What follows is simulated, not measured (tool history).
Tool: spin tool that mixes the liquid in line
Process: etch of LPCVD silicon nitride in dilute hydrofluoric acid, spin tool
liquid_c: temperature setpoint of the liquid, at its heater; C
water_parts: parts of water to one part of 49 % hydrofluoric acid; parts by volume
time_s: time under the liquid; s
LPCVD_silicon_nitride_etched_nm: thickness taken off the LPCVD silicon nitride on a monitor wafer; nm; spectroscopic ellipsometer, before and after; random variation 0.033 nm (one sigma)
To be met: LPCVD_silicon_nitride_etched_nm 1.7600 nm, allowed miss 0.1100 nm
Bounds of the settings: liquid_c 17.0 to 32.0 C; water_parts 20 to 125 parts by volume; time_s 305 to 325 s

| run | day | liquid_c | water_parts | time_s | LPCVD_silicon_nitride_etched_nm |
|---|---|---|---|---|---|
| 1 | 0.000 | 24.0 | 70 | 305 | 2.7905 |
| 2 | 0.196 | 22.0 | 70 | 305 | 2.5129 |
| 3 | 0.554 | 22.0 | 45 | 305 | 3.7048 |
| 4 | 0.629 | 22.0 | 45 | 325 | 4.0406 |
| 5 | 0.746 | 20.5 | 55 | 325 | 2.9858 |
| 6 | 0.817 | 20.5 | 65 | 325 | 2.6625 |
| 7 | 1.146 | 19.5 | 70 | 325 | 2.2050 |
| 8 | 1.321 | 19.5 | 70 | 325 | 2.2305 |
| 9 | 1.412 | 19.0 | 70 | 325 | 2.1836 |
| 10 | 1.783 | 18.5 | 70 | 325 | 2.0739 |

5 next moves are on the table. One of them brings every result within its allowed miss. Which?
| A | 2.154 | 19.5 | 60 | 325 | ? |
| B | 2.154 | 17.0 | 75 | 320 | ? |
| C | 2.154 | 19.5 | 65 | 325 | ? |
| D | 2.154 | 18.5 | 60 | 325 | ? |
| E | 2.154 | 17.0 | 55 | 325 | ? |

| move | LPCVD_silicon_nitride_etched_nm |
|---|---|
| A | 2.6170 |
| B | 1.7456 |
| C | 2.4199 |
| D | 2.4439 |
| E | 2.3980 |
A: further off than the last run
B: meets every target
C: further off than the last run
D: further off than the last run
E: further off than the last run
The right move is B.
